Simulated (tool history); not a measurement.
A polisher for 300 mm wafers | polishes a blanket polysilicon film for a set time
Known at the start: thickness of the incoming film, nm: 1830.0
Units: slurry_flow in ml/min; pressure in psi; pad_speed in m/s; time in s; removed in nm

run	hour	slurry_flow	pressure	pad_speed	time	removed
1	0	310	3.4	1.12	80	904.99
2	1.5	310	3.4	1.12	84	954.14
3	6.6	310	2.9	0.94	83	695.65
4	10.9	310	2.5	0.82	82	506.47
5	19.1	310	3.2	0.82	82	654.77
6	24.5	310	2.6	0.82	82	530.53

Forecast run 7:
7	28.7	310	2.3	0.76	82	?

Run 7 gave removed 432.95 nm.
